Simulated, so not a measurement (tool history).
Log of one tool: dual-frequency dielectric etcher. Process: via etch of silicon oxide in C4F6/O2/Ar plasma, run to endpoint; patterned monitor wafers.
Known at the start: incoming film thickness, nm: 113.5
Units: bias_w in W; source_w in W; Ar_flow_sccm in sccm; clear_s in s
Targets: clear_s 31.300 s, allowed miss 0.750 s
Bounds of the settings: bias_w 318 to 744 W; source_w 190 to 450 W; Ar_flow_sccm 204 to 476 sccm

| run | hour | bias_w | source_w | Ar_flow_sccm | clear_s |
|---|---|---|---|---|---|
| 1 | 0.0 | 531 | 320 | 340 | 26.136 |
| 2 | 6.8 | 531 | 320 | 288 | 25.504 |
| 3 | 8.8 | 531 | 340 | 288 | 24.757 |
| 4 | 16.4 | 531 | 290 | 288 | 26.308 |
| 5 | 20.0 | 531 | 290 | 333 | 27.334 |
| 6 | 25.5 | 531 | 290 | 298 | 26.594 |
| 7 | 27.4 | 495 | 280 | 300 | 27.641 |
| 8 | 34.4 | 495 | 280 | 300 | 27.796 |

4 next moves are on the table. One of them brings every result within its allowed miss. Which?
| A | 41.4 | 482 | 250 | 330 | ? |
| B | 41.4 | 430 | 240 | 282 | ? |
| C | 41.4 | 427 | 270 | 250 | ? |
| D | 41.4 | 393 | 240 | 209 | ? |

| move | clear_s |
|---|---|
| A | 29.974 |
| B | 30.990 |
| C | 28.803 |
| D | 29.922 |
A: nearer than the last run, and not there yet
B: meets every target
C: nearer than the last run, and not there yet
D: nearer than the last run, and not there yet
Answer: B

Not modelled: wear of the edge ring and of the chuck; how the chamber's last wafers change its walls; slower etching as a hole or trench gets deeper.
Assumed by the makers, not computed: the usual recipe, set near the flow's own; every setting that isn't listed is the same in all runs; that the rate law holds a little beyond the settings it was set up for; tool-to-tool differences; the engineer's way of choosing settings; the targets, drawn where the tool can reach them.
